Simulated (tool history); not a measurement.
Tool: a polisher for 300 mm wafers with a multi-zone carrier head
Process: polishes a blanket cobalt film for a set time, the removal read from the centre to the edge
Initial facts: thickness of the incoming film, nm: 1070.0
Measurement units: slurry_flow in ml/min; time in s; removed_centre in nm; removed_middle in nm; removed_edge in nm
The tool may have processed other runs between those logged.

run	hour	slurry_flow	centre_zone	middle_zone	edge_zone	time	removed_centre	removed_middle	removed_edge
1	0.0	175	1.00	1.00	1.00	45	170.340	164.660	155.260
2	8.4	175	1.00	1.00	0.95	45	170.820	162.420	150.550
3	17.4	165	0.98	0.98	0.96	42	154.830	148.490	139.640
4	23.9	165	0.98	0.94	0.96	42	155.920	143.760	139.430
5	28.6	165	1.04	0.94	0.96	42	166.560	142.790	141.630
6	29.3	130	1.04	0.94	0.96	42	154.990	132.490	134.990
7	34.3	125	1.01	0.93	0.98	39	140.450	121.740	126.100
8	42.9	125	0.99	0.93	1.00	37	128.740	117.820	121.840
9	47.1	125	0.97	0.92	1.01	35	121.140	110.190	116.730
10	48.1	125	0.95	0.92	1.02	34	113.080	109.650	113.370
11	50.8	125	0.94	0.91	1.03	33	108.030	104.240	111.150
12	56.5	125	0.93	0.91	1.03	32	104.650	101.920	104.230
13	57.8	125	0.92	0.90	1.05	31	100.030	96.050	104.500
# hour 59.2: centre zone pressure recalibrated
14	59.2	125	0.92	0.90	1.05	31	91.663	97.045	103.840
15	60.3	115	0.83	0.83	1.04	23	60.996	65.716	76.532
16	66.9	115	0.83	0.83	1.04	23	60.781	65.895	77.316
17	75.5	165	0.89	0.92	1.13	26	79.158	86.139	93.800
18	82.1	165	0.89	0.91	1.13	26	78.953	85.881	96.332
19	83.7	165	0.89	0.91	1.12	26	81.473	87.250	93.800

Estimate the outcome of run 20 from the log above:
20	85.4	165	0.88	0.90	1.12	26	?	?	?

For run 20 the tool returned removed_centre 78.569 nm, removed_middle 86.014 nm, removed_edge 94.854 nm.
